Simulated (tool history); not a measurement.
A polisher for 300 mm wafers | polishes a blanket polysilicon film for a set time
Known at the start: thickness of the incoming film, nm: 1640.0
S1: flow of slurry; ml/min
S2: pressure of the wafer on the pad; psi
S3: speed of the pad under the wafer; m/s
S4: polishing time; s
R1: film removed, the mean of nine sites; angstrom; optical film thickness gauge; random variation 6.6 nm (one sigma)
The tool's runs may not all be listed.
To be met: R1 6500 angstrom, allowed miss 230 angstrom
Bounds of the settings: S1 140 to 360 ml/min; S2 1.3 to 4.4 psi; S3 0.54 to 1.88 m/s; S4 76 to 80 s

| run | hour | S1 | S2 | S3 | S4 | R1 |
|---|---|---|---|---|---|---|
| 1 | 0 | 230 | 2.8 | 1.2 | 76 | 7851.9 |
| 2 | 7.8 | 230 | 2.8 | 1.2 | 80 | 8411.6 |
| 3 | 16.8 | 230 | 2.6 | 1.2 | 80 | 7718.4 |
| 4 | 22.1 | 230 | 2.6 | 1.2 | 80 | 7745.8 |
| 5 | 24.5 | 270 | 2.6 | 1.2 | 80 | 7919.1 |
| 6 | 26.3 | 270 | 2.5 | 1.2 | 80 | 7571.7 |
| 7 | 29.9 | 265 | 2 | 1.2 | 80 | 6122.9 |
| 8 | 33.7 | 265 | 2 | 1.2 | 80 | 6130.7 |

4 next moves are on the table. One of them brings every result within its allowed miss. Which?
| A | 37.5 | 245 | 2 | 1.08 | 76 | ? |
| B | 37.5 | 255 | 2.4 | 1.08 | 77 | ? |
| C | 37.5 | 260 | 1.9 | 1.18 | 80 | ? |
| D | 37.5 | 320 | 1.7 | 1.42 | 77 | ? |

| move | R1 |
|---|---|
| A | 5311.8 |
| B | 6440.8 |
| C | 5683.2 |
| D | 5706.7 |
A: further off than the last run
B: meets every target
C: further off than the last run
D: further off than the last run
Answer: B

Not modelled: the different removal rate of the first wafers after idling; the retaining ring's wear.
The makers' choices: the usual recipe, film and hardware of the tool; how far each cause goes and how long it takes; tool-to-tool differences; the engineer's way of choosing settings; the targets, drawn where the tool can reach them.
